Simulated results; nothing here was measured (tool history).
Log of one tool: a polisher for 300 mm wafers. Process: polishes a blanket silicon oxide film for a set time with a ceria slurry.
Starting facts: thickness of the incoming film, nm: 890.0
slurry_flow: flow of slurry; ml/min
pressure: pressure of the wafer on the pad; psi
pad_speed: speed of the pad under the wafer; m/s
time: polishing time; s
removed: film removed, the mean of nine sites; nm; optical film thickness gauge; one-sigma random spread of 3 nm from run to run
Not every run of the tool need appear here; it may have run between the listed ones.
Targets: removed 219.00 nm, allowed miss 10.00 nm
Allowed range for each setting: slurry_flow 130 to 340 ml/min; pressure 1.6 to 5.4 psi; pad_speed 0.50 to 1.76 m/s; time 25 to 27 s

run	day	slurry_flow	pressure	pad_speed	time	removed
1	0.000	220	3.5	1.12	27	145.04
2	0.042	240	3.5	1.12	27	152.42
3	0.350	245	3.6	1.12	27	156.78
4	0.596	285	3.6	1.12	27	155.64
5	0.858	285	3.1	1.12	27	138.62
6	1.096	285	3.1	1.12	25	126.06
7	1.158	285	3.3	1.12	25	132.30
8	1.521	285	4.3	1.18	25	178.38
9	1.875	285	4.4	1.18	25	185.02
10	2.067	285	4.5	1.18	25	192.95
11	2.429	285	4.8	1.18	25	203.32

Which one of the following 4 next-run settings gets every result inside its allowed miss? There is exactly one.
A	2.792	290	5.1	1.12	25	?
B	2.792	295	4.7	1.18	27	?
C	2.792	275	4.7	1.22	25	?
D	2.792	260	4.4	1.22	26	?

move	removed
A	202.84
B	213.11
C	202.40
D	196.18
A: just as far off the targets as the last run
B: all results land within tolerance of their targets
C: further off than the last run
D: further off than the last run
Move B is the one to make.

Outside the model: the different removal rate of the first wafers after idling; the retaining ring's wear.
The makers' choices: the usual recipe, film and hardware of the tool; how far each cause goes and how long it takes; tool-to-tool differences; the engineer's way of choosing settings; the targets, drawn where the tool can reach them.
